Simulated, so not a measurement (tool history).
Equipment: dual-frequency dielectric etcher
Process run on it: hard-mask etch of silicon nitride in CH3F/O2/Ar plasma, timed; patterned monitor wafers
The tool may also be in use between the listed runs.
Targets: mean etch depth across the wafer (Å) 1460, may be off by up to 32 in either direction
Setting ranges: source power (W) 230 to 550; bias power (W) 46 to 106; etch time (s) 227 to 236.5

run  hour  source power (W)  bias power (W)  etch time (s)  mean etch depth across the wafer (Å)
  1     0               390              76            227                                  1782
  2   4.9               390              76          236.5                                1859.7
  3   7.6               390              86          236.5                                1932.3
  4  15.3               430              86          236.5                                2006.7
  5  19.8               430              86          236.5                                1970.2
  6  22.8               480              86          236.5                                2058.5
  7  23.6               420              75            234                                1865.4
  8  29.8               380              67            232                                1746.9
  9    36               300              52            227                                  1496

Below are 5 possible settings for the next run. Only one of them brings all results inside the allowed miss of their targets. Which is it?
  A  42.2               330              50            227                                     ?
  B  42.2               270              46            231                                     ?
  C  42.2               330              46            234                                     ?
  D  42.2               260              54          236.5                                     ?
  E  42.2               230              63          236.5                                     ?

move  mean etch depth across the wafer (Å)
   A                                1524.3
   B                                1440.1
   C                                1541.9
   D                                1515.6
   E                                  1527
A: moves away from the targets compared with the last run
B: each result inside its tolerance
C: moves away from the targets compared with the last run
D: moves away from the targets compared with the last run
E: moves away from the targets compared with the last run
Move B is the one to make.
